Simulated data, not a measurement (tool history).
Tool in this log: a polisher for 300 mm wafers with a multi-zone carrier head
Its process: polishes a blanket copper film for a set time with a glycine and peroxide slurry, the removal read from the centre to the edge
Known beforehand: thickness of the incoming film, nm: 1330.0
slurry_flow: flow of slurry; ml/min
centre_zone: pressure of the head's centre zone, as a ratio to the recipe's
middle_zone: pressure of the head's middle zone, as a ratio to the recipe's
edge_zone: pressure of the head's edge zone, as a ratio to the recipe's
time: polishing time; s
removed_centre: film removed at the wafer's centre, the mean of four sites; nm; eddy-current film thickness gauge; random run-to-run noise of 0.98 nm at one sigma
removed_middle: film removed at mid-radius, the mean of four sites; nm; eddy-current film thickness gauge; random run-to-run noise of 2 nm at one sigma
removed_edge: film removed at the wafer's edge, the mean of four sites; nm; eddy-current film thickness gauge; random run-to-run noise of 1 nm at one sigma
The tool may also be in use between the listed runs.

Run 1, hour 0: slurry_flow 195 ml/min, centre_zone 1, middle_zone 1, edge_zone 1, time 33 s. Result: removed_centre 165.58 nm, removed_middle 169.38 nm, removed_edge 161.08 nm.
Run 2, hour 8: slurry_flow 195 ml/min, centre_zone 1, middle_zone 0.96, edge_zone 1, time 33 s. Result: removed_centre 165.51 nm, removed_middle 162.96 nm, removed_edge 162.49 nm.
Run 3, hour 9.9: slurry_flow 150 ml/min, centre_zone 1, middle_zone 0.96, edge_zone 1, time 33 s. Result: removed_centre 157.27 nm, removed_middle 160.1 nm, removed_edge 156.2 nm.
Run 4, hour 12.6: slurry_flow 150 ml/min, centre_zone 1, middle_zone 0.96, edge_zone 0.97, time 33 s. Result: removed_centre 155.71 nm, removed_middle 157.49 nm, removed_edge 153.94 nm.
Run 5, hour 20.1: slurry_flow 145 ml/min, centre_zone 0.98, middle_zone 0.95, edge_zone 0.98, time 33 s. Result: removed_centre 150.08 nm, removed_middle 155.42 nm, removed_edge 154.01 nm.
Run 6, hour 24.9: slurry_flow 145 ml/min, centre_zone 0.98, middle_zone 0.95, edge_zone 1.04, time 33 s. Result: removed_centre 151.03 nm, removed_middle 154.44 nm, removed_edge 158.1 nm.
Run 7, hour 26.5: slurry_flow 140 ml/min, centre_zone 0.97, middle_zone 0.95, edge_zone 1.04, time 33 s. Result: removed_centre 149.21 nm, removed_middle 152.75 nm, removed_edge 156.66 nm.
Run 8, hour 32.6: slurry_flow 135 ml/min, centre_zone 0.95, middle_zone 0.96, edge_zone 1.05, time 33 s. Result: removed_centre 143.83 nm, removed_middle 156.63 nm, removed_edge 157.44 nm.
Run 9, hour 39.8: slurry_flow 135 ml/min, centre_zone 0.94, middle_zone 0.96, edge_zone 1.05, time 33 s. Result: removed_centre 143.98 nm, removed_middle 152.16 nm, removed_edge 159.13 nm.

Run 10, settings as shown, results not yet in. Your forecast:
Run 10, hour 47.4: slurry_flow 130 ml/min, centre_zone 0.93, middle_zone 0.97, edge_zone 1.05, time 33 s. Result: removed_centre ?, removed_middle ?, removed_edge ?.

{"run 10": {"removed_centre": 141.62, "removed_middle": 150.15, "removed_edge": 156.18}}

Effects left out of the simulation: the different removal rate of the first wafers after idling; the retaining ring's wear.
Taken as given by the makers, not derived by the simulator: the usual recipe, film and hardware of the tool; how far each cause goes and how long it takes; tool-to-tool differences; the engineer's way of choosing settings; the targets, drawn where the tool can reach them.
